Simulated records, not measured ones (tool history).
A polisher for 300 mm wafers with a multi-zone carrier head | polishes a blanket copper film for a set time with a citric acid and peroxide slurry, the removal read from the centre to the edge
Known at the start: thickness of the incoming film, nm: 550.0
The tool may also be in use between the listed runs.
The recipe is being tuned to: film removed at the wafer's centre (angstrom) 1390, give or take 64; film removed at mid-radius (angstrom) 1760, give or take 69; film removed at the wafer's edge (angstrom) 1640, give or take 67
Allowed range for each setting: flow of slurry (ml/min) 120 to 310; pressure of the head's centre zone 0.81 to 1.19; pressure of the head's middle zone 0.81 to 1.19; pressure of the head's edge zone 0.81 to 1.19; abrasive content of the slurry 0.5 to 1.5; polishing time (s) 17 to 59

run	day	flow of slurry (ml/min)	pressure of the head's centre zone	pressure of the head's middle zone	pressure of the head's edge zone	abrasive content of the slurry	polishing time (s)	film removed at the wafer's centre (angstrom)	film removed at mid-radius (angstrom)	film removed at the wafer's edge (angstrom)
1	0	200	1	1	1	1	38	985	1009.4	1032.4
2	0.346	205	0.99	1.02	1.01	1.05	39	1046.1	1070.9	1079.4
3	0.5	200	0.97	1.04	1.02	1.1	40	1054.8	1094.4	1109.1
4	0.554	205	0.95	1.06	1.02	1.1	42	1109.9	1180.2	1201
5	0.838	205	0.95	1.06	0.97	1.1	42	1073.5	1220.4	1159.4
# day 0.971: slurry nozzle cleaned
6	0.971	205	0.95	1.06	0.97	0.9	42	1119.6	1250.3	1165.4
7	1.142	205	0.93	1.07	0.98	0.9	43	1093.2	1242.2	1199.3
8	1.479	205	0.93	1.07	0.98	0.9	43	1131.7	1269.7	1198.7

Of the 5 settings listed for the next run, only one would bring every result within its allowed miss of target. Which one?
A	1.817	245	0.93	1.08	0.97	0.9	58	?	?	?
B	1.817	240	0.81	1.06	0.92	0.9	59	?	?	?
C	1.817	255	1	1.16	1.11	0.8	57	?	?	?
D	1.817	200	0.96	1.17	0.87	0.85	57	?	?	?
E	1.817	220	0.86	1.17	0.82	1.25	50	?	?	?

move	film removed at the wafer's centre (angstrom)	film removed at mid-radius (angstrom)	film removed at the wafer's edge (angstrom)
A	1544.5	1751.4	1650.1
B	1396.1	1756.2	1641.7
C	1563.5	1746.4	1654.4
D	1483.7	1732.9	1494.4
E	1355.6	1734.5	1458
A: brings the result that was furthest off to its target, and leaves another outside
B: every result lands within tolerance
C: brings the result that was furthest off to its target, and leaves another outside
D: brings the result that was furthest off to its target, and leaves another outside
E: brings the result that was furthest off to its target, and leaves another outside
Correct choice: B, which meets every target
